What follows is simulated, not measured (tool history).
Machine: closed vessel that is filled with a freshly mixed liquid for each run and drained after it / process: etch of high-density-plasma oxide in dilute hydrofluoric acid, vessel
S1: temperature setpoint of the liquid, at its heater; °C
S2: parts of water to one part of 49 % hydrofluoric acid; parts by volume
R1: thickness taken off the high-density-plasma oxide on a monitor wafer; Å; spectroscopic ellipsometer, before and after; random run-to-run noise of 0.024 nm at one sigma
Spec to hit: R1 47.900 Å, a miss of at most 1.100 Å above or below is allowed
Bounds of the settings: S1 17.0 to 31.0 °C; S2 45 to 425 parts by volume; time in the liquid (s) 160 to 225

run 1 hour=0.0 | S1=23.0 S2=235 time_in_the_liquid_(s)=225 | R1=61.746
run 2 hour=7.2 | S1=23.0 S2=150 time_in_the_liquid_(s)=225 | R1=103.980
run 3 hour=10.4 | S1=21.5 S2=175 time_in_the_liquid_(s)=225 | R1=82.516
run 4 hour=17.1 | S1=21.5 S2=255 time_in_the_liquid_(s)=225 | R1=52.296
run 5 hour=25.0 | S1=21.5 S2=255 time_in_the_liquid_(s)=160 | R1=36.947
run 6 hour=32.7 | S1=22.5 S2=255 time_in_the_liquid_(s)=160 | R1=38.888
run 7 hour=40.4 | S1=26.5 S2=255 time_in_the_liquid_(s)=160 | R1=44.091
run 8 hour=45.8 | S1=27.5 S2=255 time_in_the_liquid_(s)=160 | R1=46.248
run 9 hour=48.4 | S1=28.0 S2=255 time_in_the_liquid_(s)=160 | R1=46.771

Exactly one of the 4 candidate moves below puts every result within its allowed miss. Which one?
run A hour=51.0 | S1=27.0 S2=255 time_in_the_liquid_(s)=170 | R1=?
run B hour=51.0 | S1=25.5 S2=280 time_in_the_liquid_(s)=190 | R1=?
run C hour=51.0 | S1=29.0 S2=315 time_in_the_liquid_(s)=195 | R1=?
run D hour=51.0 | S1=23.5 S2=280 time_in_the_liquid_(s)=200 | R1=?

move=A R1=48.249
move=B R1=45.425
move=C R1=44.909
move=D R1=44.589
A: every result lands within tolerance
B: moves away from the targets compared with the last run
C: moves away from the targets compared with the last run
D: moves away from the targets compared with the last run
A meets every target.
